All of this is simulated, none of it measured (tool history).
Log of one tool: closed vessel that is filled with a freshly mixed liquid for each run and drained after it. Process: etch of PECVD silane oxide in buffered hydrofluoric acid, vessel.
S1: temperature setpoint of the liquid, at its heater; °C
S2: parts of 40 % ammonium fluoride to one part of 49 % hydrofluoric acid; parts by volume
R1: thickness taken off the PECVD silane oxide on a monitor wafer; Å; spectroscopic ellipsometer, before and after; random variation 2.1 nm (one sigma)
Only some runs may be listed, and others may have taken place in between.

{"run": 1, "hour": 0.0, "S1": 24, "S2": 13, "time in the liquid (s)": 105, "R1": 2897.5}
{"run": 2, "hour": 5.5, "S1": 24.5, "S2": 13, "time in the liquid (s)": 105, "R1": 2976.7}
{"run": 3, "hour": 9.7, "S1": 25, "S2": 13, "time in the liquid (s)": 105, "R1": 3033.9}
{"run": 4, "hour": 18.3, "S1": 25, "S2": 16.5, "time in the liquid (s)": 105, "R1": 2429.2}
{"run": 5, "hour": 21.3, "S1": 27.5, "S2": 16.5, "time in the liquid (s)": 105, "R1": 2809.9}
{"run": 6, "hour": 28.2, "S1": 24, "S2": 16.5, "time in the liquid (s)": 105, "R1": 2277.8}

Run 7 comes next. What will it give?
{"run": 7, "hour": 33.5, "S1": 26, "S2": 16.5, "time in the liquid (s)": 105, "R1": "?"}

{"run 7": {"R1": 2576.1}}
